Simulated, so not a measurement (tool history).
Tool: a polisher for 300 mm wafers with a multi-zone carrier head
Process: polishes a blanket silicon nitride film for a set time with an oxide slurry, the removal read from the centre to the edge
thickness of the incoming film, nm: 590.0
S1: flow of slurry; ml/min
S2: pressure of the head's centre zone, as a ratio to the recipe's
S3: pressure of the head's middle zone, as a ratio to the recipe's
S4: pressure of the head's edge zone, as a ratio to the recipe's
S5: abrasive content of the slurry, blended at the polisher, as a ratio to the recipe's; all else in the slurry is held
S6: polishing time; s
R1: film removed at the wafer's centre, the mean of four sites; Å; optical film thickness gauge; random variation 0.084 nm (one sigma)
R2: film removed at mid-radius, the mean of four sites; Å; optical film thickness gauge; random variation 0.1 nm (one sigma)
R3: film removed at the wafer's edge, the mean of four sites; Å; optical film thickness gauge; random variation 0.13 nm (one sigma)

| run | hour | S1 | S2 | S3 | S4 | S5 | S6 | R1 | R2 | R3 |
|---|---|---|---|---|---|---|---|---|---|---|
| 1 | 0.0 | 180 | 1.00 | 1.00 | 1.00 | 1.00 | 30 | 114.25 | 111.21 | 117.19 |
| 2 | 8.8 | 220 | 1.00 | 1.00 | 1.00 | 1.00 | 30 | 118.80 | 114.93 | 117.50 |
| 3 | 14.3 | 220 | 1.00 | 1.00 | 1.00 | 1.00 | 27 | 107.29 | 105.43 | 104.29 |
| 4 | 22.3 | 220 | 1.00 | 1.00 | 1.00 | 1.15 | 27 | 112.05 | 109.46 | 111.71 |
| 5 | 24.7 | 180 | 1.00 | 1.00 | 1.00 | 1.15 | 27 | 107.93 | 106.30 | 109.03 |
| 6 | 26.8 | 175 | 0.97 | 1.03 | 1.03 | 1.15 | 27 | 104.60 | 108.98 | 109.75 |
| 7 | 32.8 | 165 | 0.94 | 1.04 | 1.06 | 1.20 | 27 | 100.63 | 108.57 | 113.62 |

Forecast run 8:
| 8 | 34.3 | 165 | 0.93 | 1.06 | 1.07 | 1.20 | 27 | ? | ? | ? |

R1: 100.18 Å
R2: 110.23 Å
R3: 114.08 Å
